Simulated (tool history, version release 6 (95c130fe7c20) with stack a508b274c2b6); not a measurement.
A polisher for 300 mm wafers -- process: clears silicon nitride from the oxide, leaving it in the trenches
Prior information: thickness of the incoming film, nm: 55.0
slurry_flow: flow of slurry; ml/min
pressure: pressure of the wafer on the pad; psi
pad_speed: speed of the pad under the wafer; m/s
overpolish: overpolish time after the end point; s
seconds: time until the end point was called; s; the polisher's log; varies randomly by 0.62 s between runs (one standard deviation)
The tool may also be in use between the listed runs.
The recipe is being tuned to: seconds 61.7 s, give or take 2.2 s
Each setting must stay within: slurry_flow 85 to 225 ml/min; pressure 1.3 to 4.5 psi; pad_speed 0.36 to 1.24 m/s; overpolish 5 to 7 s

run 1 hour=0 | slurry_flow=145 pressure=2.9 pad_speed=0.8 overpolish=7 | seconds=78.163
run 2 hour=6.4 | slurry_flow=145 pressure=2.9 pad_speed=0.62 overpolish=7 | seconds=98.101
run 3 hour=8.1 | slurry_flow=180 pressure=2.9 pad_speed=0.62 overpolish=7 | seconds=96.027
run 4 hour=12.2 | slurry_flow=180 pressure=2.9 pad_speed=0.62 overpolish=5 | seconds=96.39
run 5 hour=16.2 | slurry_flow=160 pressure=2.9 pad_speed=0.62 overpolish=5 | seconds=97.64
run 6 hour=22.8 | slurry_flow=160 pressure=3.2 pad_speed=0.62 overpolish=5 | seconds=91.677
run 7 hour=30.6 | slurry_flow=160 pressure=3.5 pad_speed=0.64 overpolish=5 | seconds=83.208
run 8 hour=37.4 | slurry_flow=160 pressure=3.7 pad_speed=0.66 overpolish=5 | seconds=79.698
run 9 hour=41.7 | slurry_flow=180 pressure=4.5 pad_speed=0.7 overpolish=5 | seconds=63.631

Below are 4 possible settings for the next run. Only one of them brings all results inside the allowed miss of their targets. Which is it?
run A hour=46 | slurry_flow=160 pressure=4.5 pad_speed=0.74 overpolish=7 | seconds=?
run B hour=46 | slurry_flow=195 pressure=4.5 pad_speed=0.66 overpolish=5 | seconds=?
run C hour=46 | slurry_flow=175 pressure=3.6 pad_speed=0.78 overpolish=6 | seconds=?
run D hour=46 | slurry_flow=180 pressure=4.2 pad_speed=0.72 overpolish=7 | seconds=?

move=A seconds=61.863
move=B seconds=67.651
move=C seconds=68.101
move=D seconds=65.911
A: every result within its allowed miss
B: lands further from the targets than the last run did
C: lands further from the targets than the last run did
D: lands further from the targets than the last run did
Correct choice: A, which meets every target
